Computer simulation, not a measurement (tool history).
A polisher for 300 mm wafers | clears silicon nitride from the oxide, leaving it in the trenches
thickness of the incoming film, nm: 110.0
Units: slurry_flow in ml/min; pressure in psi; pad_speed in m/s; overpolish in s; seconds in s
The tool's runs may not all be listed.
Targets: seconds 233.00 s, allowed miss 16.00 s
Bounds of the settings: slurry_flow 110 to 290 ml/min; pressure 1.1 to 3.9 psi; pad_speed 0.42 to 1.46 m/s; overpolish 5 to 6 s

| run | hour | slurry_flow | pressure | pad_speed | overpolish | seconds |
|---|---|---|---|---|---|---|
| 1 | 0.0 | 185 | 2.5 | 0.94 | 6 | 153.98 |
| 2 | 4.9 | 185 | 2.4 | 0.94 | 6 | 160.82 |
| 3 | 10.4 | 185 | 2.3 | 0.94 | 6 | 169.61 |
| 4 | 15.4 | 185 | 2.3 | 0.94 | 6 | 163.64 |
| 5 | 17.8 | 185 | 2.2 | 0.92 | 6 | 174.81 |
| 6 | 19.4 | 185 | 2.1 | 0.92 | 6 | 185.55 |
| 7 | 20.7 | 185 | 2.0 | 0.92 | 6 | 202.22 |
| 8 | 29.3 | 185 | 1.9 | 0.92 | 6 | 201.44 |
| 9 | 32.1 | 185 | 1.9 | 0.92 | 6 | 205.95 |

Which of these 5 next moves meets every target?
| A | 34.9 | 170 | 1.6 | 0.82 | 6 | ? |
| B | 34.9 | 210 | 1.6 | 0.78 | 5 | ? |
| C | 34.9 | 150 | 1.8 | 0.86 | 5 | ? |
| D | 34.9 | 190 | 2.0 | 0.96 | 6 | ? |
| E | 34.9 | 205 | 1.3 | 1.00 | 5 | ? |

| move | seconds |
|---|---|
| A | 259.09 |
| B | 262.10 |
| C | 227.14 |
| D | 180.42 |
| E | 260.19 |
A: takes the result that was furthest off past its target
B: takes the result that was furthest off past its target
C: meets every target
D: further off than the last run
E: takes the result that was furthest off past its target
Move C is the one to make.
